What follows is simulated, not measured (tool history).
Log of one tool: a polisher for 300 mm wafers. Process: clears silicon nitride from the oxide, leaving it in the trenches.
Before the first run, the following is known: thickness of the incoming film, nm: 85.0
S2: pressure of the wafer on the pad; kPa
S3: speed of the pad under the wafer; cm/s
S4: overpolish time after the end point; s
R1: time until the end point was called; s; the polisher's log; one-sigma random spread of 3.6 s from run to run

run 1 day=0.000 | flow_of_slurry_(ml/min)=140 S2=12.4 S3=104 S4=21 | R1=152.04
run 2 day=0.329 | flow_of_slurry_(ml/min)=140 S2=13.8 S3=104 S4=21 | R1=138.53
run 3 day=0.462 | flow_of_slurry_(ml/min)=170 S2=13.8 S3=104 S4=21 | R1=132.52
run 4 day=0.617 | flow_of_slurry_(ml/min)=170 S2=12.4 S3=102 S4=21 | R1=150.20
run 5 day=0.988 | flow_of_slurry_(ml/min)=170 S2=12.4 S3=90 S4=21 | R1=164.12
run 6 day=1.288 | flow_of_slurry_(ml/min)=170 S2=11.7 S3=90 S4=21 | R1=178.56
run 7 day=1.562 | flow_of_slurry_(ml/min)=170 S2=11.7 S3=90 S4=21 | R1=179.86

Expected results for the next run?
-- day=1.600 slurry nozzle cleaned
run 8 day=1.600 | flow_of_slurry_(ml/min)=170 S2=11.0 S3=90 S4=21 | R1=?

R1: 165.94 s
